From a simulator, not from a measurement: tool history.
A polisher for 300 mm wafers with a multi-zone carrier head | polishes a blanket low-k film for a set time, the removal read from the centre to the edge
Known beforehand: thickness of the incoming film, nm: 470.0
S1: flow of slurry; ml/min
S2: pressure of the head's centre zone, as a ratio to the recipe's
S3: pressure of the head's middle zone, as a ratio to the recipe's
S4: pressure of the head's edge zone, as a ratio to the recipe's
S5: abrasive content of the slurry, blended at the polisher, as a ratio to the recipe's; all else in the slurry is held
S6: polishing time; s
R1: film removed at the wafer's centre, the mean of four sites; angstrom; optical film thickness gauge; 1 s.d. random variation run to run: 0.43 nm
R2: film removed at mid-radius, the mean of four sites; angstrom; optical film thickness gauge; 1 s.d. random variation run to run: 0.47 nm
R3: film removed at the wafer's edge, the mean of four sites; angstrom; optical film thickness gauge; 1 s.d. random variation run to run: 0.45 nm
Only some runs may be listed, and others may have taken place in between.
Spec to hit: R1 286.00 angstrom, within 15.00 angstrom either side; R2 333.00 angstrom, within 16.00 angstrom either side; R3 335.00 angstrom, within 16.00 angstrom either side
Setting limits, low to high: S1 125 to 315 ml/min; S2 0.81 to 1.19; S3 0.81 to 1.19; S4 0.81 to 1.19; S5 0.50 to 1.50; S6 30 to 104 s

| run | hour | S1 | S2 | S3 | S4 | S5 | S6 | R1 | R2 | R3 |
|---|---|---|---|---|---|---|---|---|---|---|
| 1 | 0.0 | 205 | 1.00 | 1.00 | 1.00 | 1.00 | 67 | 263.44 | 264.41 | 255.20 |
| 2 | 8.9 | 205 | 1.05 | 1.00 | 1.00 | 1.00 | 67 | 266.03 | 257.05 | 254.28 |
| 3 | 15.5 | 205 | 1.03 | 1.00 | 1.02 | 1.05 | 67 | 270.33 | 267.06 | 263.44 |
| 4 | 16.5 | 205 | 1.02 | 1.00 | 1.04 | 1.10 | 67 | 279.97 | 278.04 | 277.99 |
| 5 | 20.9 | 205 | 1.02 | 1.06 | 1.04 | 1.10 | 67 | 269.22 | 294.31 | 275.26 |
| 6 | 24.3 | 205 | 1.01 | 1.06 | 1.06 | 1.10 | 67 | 280.59 | 292.56 | 274.93 |
| 7 | 27.4 | 200 | 0.99 | 1.05 | 1.06 | 1.15 | 67 | 274.14 | 287.73 | 291.70 |
| 8 | 29.8 | 205 | 0.98 | 1.06 | 1.07 | 1.15 | 67 | 279.43 | 296.11 | 286.96 |
| 9 | 31.6 | 200 | 0.97 | 1.07 | 1.07 | 1.20 | 67 | 276.55 | 317.84 | 293.03 |
| 10 | 36.8 | 200 | 0.96 | 1.07 | 1.08 | 1.20 | 67 | 280.67 | 309.33 | 291.09 |
| 11 | 41.8 | 190 | 0.95 | 1.07 | 1.09 | 1.25 | 67 | 275.94 | 308.57 | 296.36 |
| 12 | 46.5 | 190 | 0.94 | 1.07 | 1.10 | 1.25 | 67 | 276.98 | 310.16 | 306.18 |
| 13 | 48.6 | 190 | 0.94 | 1.07 | 1.11 | 1.25 | 67 | 273.73 | 323.47 | 302.82 |
| 14 | 50.3 | 190 | 0.94 | 1.06 | 1.12 | 1.25 | 67 | 276.26 | 312.39 | 311.13 |
| 15 | 54.6 | 190 | 0.94 | 1.06 | 1.13 | 1.25 | 67 | 269.37 | 315.03 | 311.14 |
| 16 | 63.5 | 205 | 0.96 | 1.06 | 1.15 | 1.30 | 67 | 293.43 | 312.73 | 313.40 |
| 17 | 65.0 | 200 | 0.95 | 1.06 | 1.15 | 1.30 | 67 | 286.22 | 322.20 | 314.94 |

Which single option among these 5 for the next run brings every result within its allowed miss of target? Just one does.
| A | 66.5 | 220 | 0.87 | 1.14 | 1.10 | 1.35 | 70 | ? | ? | ? |
| B | 66.5 | 235 | 1.00 | 1.13 | 1.13 | 1.30 | 62 | ? | ? | ? |
| C | 66.5 | 125 | 0.97 | 1.10 | 1.16 | 1.20 | 77 | ? | ? | ? |
| D | 66.5 | 235 | 1.03 | 1.10 | 1.13 | 1.35 | 61 | ? | ? | ? |
| E | 66.5 | 200 | 0.90 | 0.96 | 1.19 | 1.15 | 73 | ? | ? | ? |

| move | R1 | R2 | R3 |
|---|---|---|---|
| A | 281.60 | 367.16 | 331.43 |
| B | 284.00 | 319.41 | 294.16 |
| C | 290.94 | 334.27 | 328.95 |
| D | 292.93 | 312.63 | 294.80 |
| E | 275.26 | 300.59 | 328.99 |
A: brings the result that was furthest off to its target, and leaves another outside
B: lands further from the targets than the last run did
C: every result lands within tolerance
D: lands further from the targets than the last run did
E: brings the result that was furthest off to its target, and leaves another outside
C meets every target.
